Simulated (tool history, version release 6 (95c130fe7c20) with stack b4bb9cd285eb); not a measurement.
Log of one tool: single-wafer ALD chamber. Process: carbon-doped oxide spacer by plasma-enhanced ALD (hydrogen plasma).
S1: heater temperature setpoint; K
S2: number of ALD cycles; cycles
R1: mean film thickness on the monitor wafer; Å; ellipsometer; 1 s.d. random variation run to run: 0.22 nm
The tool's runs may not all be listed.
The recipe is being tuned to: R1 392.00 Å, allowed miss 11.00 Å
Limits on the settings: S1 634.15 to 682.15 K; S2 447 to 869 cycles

run 1 hour=0.0 | S1=658.15 S2=658 | R1=321.35
run 2 hour=8.6 | S1=663.15 S2=658 | R1=324.16
run 3 hour=12.8 | S1=663.15 S2=688 | R1=338.22
run 4 hour=13.9 | S1=663.15 S2=712 | R1=346.13
run 5 hour=22.3 | S1=663.15 S2=659 | R1=319.54
run 6 hour=30.2 | S1=663.15 S2=690 | R1=334.51
run 7 hour=34.3 | S1=663.15 S2=719 | R1=352.61
run 8 hour=40.5 | S1=663.15 S2=736 | R1=361.04
run 9 hour=46.0 | S1=663.15 S2=749 | R1=367.96
run 10 hour=49.8 | S1=663.15 S2=759 | R1=369.95
run 11 hour=52.2 | S1=663.15 S2=769 | R1=374.36
run 12 hour=57.0 | S1=663.15 S2=777 | R1=382.16

Exercise: of the 5 proposed moves below, exactly one satisfies all targets within the stated allowed misses. Which move is it?
run A hour=61.8 | S1=663.15 S2=752 | R1=?
run B hour=61.8 | S1=661.15 S2=743 | R1=?
run C hour=61.8 | S1=676.15 S2=745 | R1=?
run D hour=61.8 | S1=668.15 S2=799 | R1=?
run E hour=61.8 | S1=675.15 S2=772 | R1=?

move=A R1=366.23
move=B R1=361.85
move=C R1=357.88
move=D R1=389.12
move=E R1=372.07
A: lands further from the targets than the last run did
B: lands further from the targets than the last run did
C: lands further from the targets than the last run did
D: all results in spec
E: lands further from the targets than the last run did
Move D is the one to make.
